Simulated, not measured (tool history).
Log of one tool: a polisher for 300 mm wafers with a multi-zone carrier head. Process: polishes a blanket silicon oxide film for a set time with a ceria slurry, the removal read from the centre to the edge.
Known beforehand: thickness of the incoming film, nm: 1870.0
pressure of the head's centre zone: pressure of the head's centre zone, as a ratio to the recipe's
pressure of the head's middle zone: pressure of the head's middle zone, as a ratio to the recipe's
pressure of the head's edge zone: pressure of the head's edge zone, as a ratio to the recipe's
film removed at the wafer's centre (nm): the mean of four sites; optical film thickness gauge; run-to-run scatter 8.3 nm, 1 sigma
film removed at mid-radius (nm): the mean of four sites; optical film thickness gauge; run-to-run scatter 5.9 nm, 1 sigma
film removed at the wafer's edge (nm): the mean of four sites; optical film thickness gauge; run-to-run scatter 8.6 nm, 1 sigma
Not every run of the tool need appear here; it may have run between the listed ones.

run,hour,flow of slurry (ml/min),pressure of the head's centre zone,pressure of the head's middle zone,pressure of the head's edge zone,polishing time (s),film removed at the wafer's centre (nm),film removed at mid-radius (nm),film removed at the wafer's edge (nm)
1,0,135,1,1,1,64,432.35,438.06,437.85
2,3.3,140,1.01,1,1.03,68,463.7,468.39,457.1
3,8.5,140,1.01,1.05,1.03,68,477.16,493.32,462.66
4,9.2,135,1,1.02,1.04,73,497.8,507.75,491.21
5,10.3,135,0.99,1,1.05,77,518.45,524.85,507.07
6,11.5,145,0.99,1,1.05,77,528.94,536.39,524.45

What will run 7 give?
7,17,155,0.98,0.98,1.06,78,?,?,?

film removed at the wafer's centre (nm): 563.01
film removed at mid-radius (nm): 543.42
film removed at the wafer's edge (nm): 557.36

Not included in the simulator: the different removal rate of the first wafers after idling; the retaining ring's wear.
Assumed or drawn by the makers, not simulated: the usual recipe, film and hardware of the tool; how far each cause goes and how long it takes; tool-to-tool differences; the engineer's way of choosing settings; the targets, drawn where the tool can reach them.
